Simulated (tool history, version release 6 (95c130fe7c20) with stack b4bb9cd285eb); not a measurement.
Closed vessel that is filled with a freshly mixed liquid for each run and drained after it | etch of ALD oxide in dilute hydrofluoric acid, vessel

run  hour  temperature setpoint of the liquid (°C)  parts of water to one part of 49 % hydrofluoric acid (parts by volume)  time in the liquid (s)  thickness taken off the ALD oxide on a monitor wafer (Å)
  1     0                                       25                                                                      90                      60                                                     172.4
  2   7.6                                     24.5                                                                      90                      60                                                    166.03
  3  13.4                                     24.5                                                                      90                      40                                                    111.81
  4  16.9                                     24.5                                                                     120                      40                                                    80.447
  5  19.4                                     24.5                                                                     120                      60                                                    120.78
  6  22.3                                     24.5                                                                     135                      60                                                    104.04
  7  29.9                                     25.5                                                                     135                      60                                                    111.57
  8  31.8                                       26                                                                     135                      60                                                    111.17
  9  34.6                                     26.5                                                                     135                      60                                                    112.41
 10  42.9                                       27                                                                     135                      60                                                    117.72
 11  45.1                                     27.5                                                                     135                      60                                                    117.78
 12  54.4                                       28                                                                     135                      60                                                    120.64
 13  60.8                                     28.5                                                                     135                      60                                                    122.22

Forecast run 14:
 14    63                                       29                                                                     135                      60                                                         ?

Run 14 gave thickness taken off the ALD oxide on a monitor wafer (Å) 125.82.
